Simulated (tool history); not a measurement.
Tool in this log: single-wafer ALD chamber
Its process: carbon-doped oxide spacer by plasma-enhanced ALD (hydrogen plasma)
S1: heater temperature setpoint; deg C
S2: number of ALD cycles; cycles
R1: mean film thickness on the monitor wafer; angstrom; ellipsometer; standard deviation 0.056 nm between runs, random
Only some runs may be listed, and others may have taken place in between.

run	hour	S1	S2	R1
1	0	400	360	169.85
2	3.8	400	403	190.59
3	5.8	401	383	180.19
4	12.4	401	434	203.22
5	13.9	406	434	200.98
6	18.1	400	434	205.35
7	20.3	412	376	171.88
8	27.3	414	364	164.02
9	32.7	416	357	160.34

For run 10, what comes out?
10	35	417	351	?

For run 10 the tool returned R1 157.06 angstrom.
